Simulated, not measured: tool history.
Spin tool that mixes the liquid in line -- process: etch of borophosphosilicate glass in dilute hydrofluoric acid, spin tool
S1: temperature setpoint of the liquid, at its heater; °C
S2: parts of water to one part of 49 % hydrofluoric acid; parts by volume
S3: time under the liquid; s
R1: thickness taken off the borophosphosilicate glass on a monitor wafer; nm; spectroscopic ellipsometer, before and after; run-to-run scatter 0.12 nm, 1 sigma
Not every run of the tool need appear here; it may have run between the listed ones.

| run | hour | S1 | S2 | S3 | R1 |
|---|---|---|---|---|---|
| 1 | 0.0 | 22 | 235 | 75 | 15.341 |
| 2 | 3.7 | 23 | 225 | 75 | 16.850 |
| 3 | 6.8 | 23 | 255 | 75 | 14.370 |
| 4 | 10.0 | 23 | 315 | 75 | 10.940 |
| 5 | 12.9 | 24 | 290 | 75 | 12.623 |
| 6 | 18.5 | 24 | 290 | 80 | 13.527 |

What does the tool deliver on the next run?
| 7 | 27.2 | 25 | 270 | 80 | ? |

Run 7 came out at R1 15.377 nm.

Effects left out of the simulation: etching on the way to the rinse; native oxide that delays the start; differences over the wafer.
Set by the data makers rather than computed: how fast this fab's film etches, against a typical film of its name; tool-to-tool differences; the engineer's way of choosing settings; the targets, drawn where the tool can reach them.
